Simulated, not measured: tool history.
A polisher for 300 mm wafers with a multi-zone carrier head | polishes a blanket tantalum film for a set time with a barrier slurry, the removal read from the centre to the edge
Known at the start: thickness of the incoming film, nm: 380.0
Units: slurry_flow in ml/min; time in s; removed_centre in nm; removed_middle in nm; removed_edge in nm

run	day	slurry_flow	centre_zone	middle_zone	edge_zone	slurry_solids	time	removed_centre	removed_middle	removed_edge
1	0.000	285	1.00	1.00	1.00	1.00	40	56.608	56.478	56.806
2	0.204	285	1.01	0.98	0.97	0.90	36	49.940	47.730	48.871
3	0.300	285	1.01	0.98	0.97	0.90	30	41.642	39.764	41.118
4	0.488	285	1.09	0.98	0.97	0.90	30	44.963	40.223	41.247
5	0.529	285	1.08	0.98	0.95	0.85	28	41.007	36.695	37.699
6	0.596	320	1.08	0.98	0.95	0.85	28	41.506	37.106	38.021
7	0.921	320	1.08	0.98	0.93	0.80	27	39.237	35.631	35.726
8	1.071	320	1.08	0.97	0.91	0.75	26	37.334	33.421	33.304
9	1.212	320	1.07	0.95	0.89	0.70	26	35.670	32.354	33.090
10	1.417	325	1.08	0.95	0.88	0.65	25	33.546	30.513	30.104
11	1.588	320	1.08	0.94	0.87	0.60	25	33.331	29.143	29.289
12	1.917	310	1.07	0.93	0.86	0.60	25	32.772	29.193	29.083
13	2.104	300	1.06	0.92	0.85	0.60	25	32.431	28.515	29.139
14	2.275	295	1.06	0.92	0.84	0.60	25	32.461	28.706	29.066
15	2.400	295	1.06	0.91	0.83	0.55	24	30.090	26.500	26.435

The next listed run, before its measurement:
16	2.721	290	1.06	0.91	0.83	0.55	24	?	?	?

Run 16 gave removed_centre 30.117 nm, removed_middle 26.947 nm, removed_edge 26.767 nm.
